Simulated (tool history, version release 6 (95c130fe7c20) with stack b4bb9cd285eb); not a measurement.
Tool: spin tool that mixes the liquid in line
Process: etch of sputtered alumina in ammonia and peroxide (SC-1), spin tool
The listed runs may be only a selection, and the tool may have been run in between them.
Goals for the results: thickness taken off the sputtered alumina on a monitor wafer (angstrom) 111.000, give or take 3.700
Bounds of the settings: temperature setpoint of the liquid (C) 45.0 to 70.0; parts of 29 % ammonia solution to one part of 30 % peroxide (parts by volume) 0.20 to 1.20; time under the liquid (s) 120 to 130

| run | hour | temperature setpoint of the liquid (C) | parts of 29 % ammonia solution to one part of 30 % peroxide (parts by volume) | time under the liquid (s) | thickness taken off the sputtered alumina on a monitor wafer (angstrom) |
|---|---|---|---|---|---|
| 1 | 0.0 | 61.0 | 0.80 | 120 | 74.556 |
| 2 | 0.7 | 61.0 | 0.90 | 120 | 75.455 |
| 3 | 3.7 | 63.0 | 0.90 | 120 | 83.297 |
| 4 | 10.5 | 64.5 | 0.90 | 120 | 89.174 |
| 5 | 16.1 | 64.5 | 0.90 | 120 | 88.679 |
| 6 | 20.1 | 66.0 | 0.90 | 120 | 95.916 |
| 7 | 24.3 | 67.0 | 0.90 | 120 | 101.990 |
| 8 | 24.8 | 67.5 | 0.90 | 120 | 104.340 |
| 9 | 32.6 | 68.0 | 0.90 | 120 | 105.520 |

Which one of the following 4 next-run settings gets every result inside its allowed miss? There is exactly one.
| A | 40.4 | 67.0 | 0.75 | 120 | ? |
| B | 40.4 | 65.5 | 0.85 | 130 | ? |
| C | 40.4 | 66.5 | 1.10 | 120 | ? |
| D | 40.4 | 68.5 | 0.95 | 120 | ? |

| move | thickness taken off the sputtered alumina on a monitor wafer (angstrom) |
|---|---|
| A | 100.430 |
| B | 102.260 |
| C | 101.600 |
| D | 110.470 |
A: moves away from the targets compared with the last run
B: moves away from the targets compared with the last run
C: moves away from the targets compared with the last run
D: each result inside its tolerance
D meets every target.

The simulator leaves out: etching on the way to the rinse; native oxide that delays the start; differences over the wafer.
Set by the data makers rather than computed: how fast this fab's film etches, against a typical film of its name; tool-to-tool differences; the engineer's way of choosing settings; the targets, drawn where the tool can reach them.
